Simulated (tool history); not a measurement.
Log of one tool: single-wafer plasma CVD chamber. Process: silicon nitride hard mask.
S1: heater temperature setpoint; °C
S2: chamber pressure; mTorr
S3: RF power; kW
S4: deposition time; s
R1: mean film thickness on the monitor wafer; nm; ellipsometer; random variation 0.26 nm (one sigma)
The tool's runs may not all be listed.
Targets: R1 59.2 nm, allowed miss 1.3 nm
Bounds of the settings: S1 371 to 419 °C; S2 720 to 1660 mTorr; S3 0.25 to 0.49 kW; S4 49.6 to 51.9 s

Run 1, hour 0: S1 395 °C, S2 1190 mTorr, S3 0.37 kW, S4 51.9 s. Result: R1 52.262 nm.
Run 2, hour 3.7: S1 395 °C, S2 1300 mTorr, S3 0.375 kW, S4 51.9 s. Result: R1 53.947 nm.
Run 3, hour 10.8: S1 395 °C, S2 1300 mTorr, S3 0.34 kW, S4 51.9 s. Result: R1 50.007 nm.
Run 4, hour 14.7: S1 395 °C, S2 1300 mTorr, S3 0.34 kW, S4 51.9 s. Result: R1 49.731 nm.
Run 5, hour 16.6: S1 395 °C, S2 1380 mTorr, S3 0.36 kW, S4 51.9 s. Result: R1 52.647 nm.
Run 6, hour 19.6: S1 395 °C, S2 1380 mTorr, S3 0.36 kW, S4 49.6 s. Result: R1 50.818 nm.
Run 7, hour 20.8: S1 395 °C, S2 1430 mTorr, S3 0.38 kW, S4 49.8 s. Result: R1 53.949 nm.
Run 8, hour 27.4: S1 395 °C, S2 1470 mTorr, S3 0.39 kW, S4 49.9 s. Result: R1 55.922 nm.
Run 9, hour 32.1: S1 395 °C, S2 1510 mTorr, S3 0.395 kW, S4 49.9 s. Result: R1 56.352 nm.
Run 10, hour 39.3: S1 395 °C, S2 1540 mTorr, S3 0.4 kW, S4 50 s. Result: R1 57.303 nm.

Which of these 5 next moves meets every target?
Run A, hour 46.5: S1 398 °C, S2 1420 mTorr, S3 0.385 kW, S4 51.9 s. Result: R1 ?.
Run B, hour 46.5: S1 400 °C, S2 1620 mTorr, S3 0.375 kW, S4 49.6 s. Result: R1 ?.
Run C, hour 46.5: S1 415 °C, S2 1410 mTorr, S3 0.39 kW, S4 51.9 s. Result: R1 ?.
Run D, hour 46.5: S1 396 °C, S2 1650 mTorr, S3 0.395 kW, S4 51.4 s. Result: R1 ?.
Run E, hour 46.5: S1 393 °C, S2 1510 mTorr, S3 0.43 kW, S4 51.9 s. Result: R1 ?.

move      R1
   A  55.955
   B  54.213
   C  56.006
   D  58.808
   E  61.706
A: further off than the last run
B: further off than the last run
C: further off than the last run
D: meets every target
E: takes the result that was furthest off past its target
Move D is the one to make.
